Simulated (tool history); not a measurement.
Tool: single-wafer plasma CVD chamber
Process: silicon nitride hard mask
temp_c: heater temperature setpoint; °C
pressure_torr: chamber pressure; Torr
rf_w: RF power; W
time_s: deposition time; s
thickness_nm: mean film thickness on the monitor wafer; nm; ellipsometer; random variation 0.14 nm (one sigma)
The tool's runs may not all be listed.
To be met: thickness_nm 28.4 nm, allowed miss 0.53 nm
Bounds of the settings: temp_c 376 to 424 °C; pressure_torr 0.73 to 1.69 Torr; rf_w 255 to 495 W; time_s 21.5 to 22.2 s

{"run": 1, "hour": 0.0, "temp_c": 400, "pressure_torr": 1.21, "rf_w": 375, "time_s": 21.5, "thickness_nm": 25.824}
{"run": 2, "hour": 5.4, "temp_c": 400, "pressure_torr": 1.36, "rf_w": 375, "time_s": 21.5, "thickness_nm": 26.806}
{"run": 3, "hour": 7.1, "temp_c": 400, "pressure_torr": 1.24, "rf_w": 375, "time_s": 21.5, "thickness_nm": 26.127}
{"run": 4, "hour": 8.8, "temp_c": 400, "pressure_torr": 1.04, "rf_w": 375, "time_s": 21.5, "thickness_nm": 24.701}
{"run": 5, "hour": 10.3, "temp_c": 400, "pressure_torr": 1.04, "rf_w": 335, "time_s": 21.5, "thickness_nm": 23.509}
{"run": 6, "hour": 13.8, "temp_c": 400, "pressure_torr": 1.21, "rf_w": 350, "time_s": 21.5, "thickness_nm": 24.863}
{"run": 7, "hour": 22.7, "temp_c": 400, "pressure_torr": 1.33, "rf_w": 360, "time_s": 21.5, "thickness_nm": 26.078}
{"run": 8, "hour": 31.0, "temp_c": 400, "pressure_torr": 1.41, "rf_w": 365, "time_s": 21.5, "thickness_nm": 26.733}
{"run": 9, "hour": 37.5, "temp_c": 400, "pressure_torr": 1.47, "rf_w": 370, "time_s": 21.5, "thickness_nm": 27.397}
{"run": 10, "hour": 41.8, "temp_c": 400, "pressure_torr": 1.47, "rf_w": 370, "time_s": 21.5, "thickness_nm": 27.226}
{"run": 11, "hour": 46.4, "temp_c": 400, "pressure_torr": 1.51, "rf_w": 375, "time_s": 21.5, "thickness_nm": 27.625}
{"run": 12, "hour": 49.3, "temp_c": 400, "pressure_torr": 1.54, "rf_w": 375, "time_s": 21.5, "thickness_nm": 27.737}

4 next moves are on the table. One of them brings every result within its allowed miss. Which?
{"run": "A", "hour": 52.2, "temp_c": 405, "pressure_torr": 1.58, "rf_w": 335, "time_s": 22, "thickness_nm": "?"}
{"run": "B", "hour": 52.2, "temp_c": 389, "pressure_torr": 1.54, "rf_w": 345, "time_s": 21.8, "thickness_nm": "?"}
{"run": "C", "hour": 52.2, "temp_c": 402, "pressure_torr": 1.65, "rf_w": 350, "time_s": 22.1, "thickness_nm": "?"}
{"run": "D", "hour": 52.2, "temp_c": 399, "pressure_torr": 1.45, "rf_w": 355, "time_s": 21.5, "thickness_nm": "?"}

move=A thickness_nm=27.142
move=B thickness_nm=27.25
move=C thickness_nm=28.225
move=D thickness_nm=26.665
A: further off than the last run
B: further off than the last run
C: meets every target
D: further off than the last run
Answer: C

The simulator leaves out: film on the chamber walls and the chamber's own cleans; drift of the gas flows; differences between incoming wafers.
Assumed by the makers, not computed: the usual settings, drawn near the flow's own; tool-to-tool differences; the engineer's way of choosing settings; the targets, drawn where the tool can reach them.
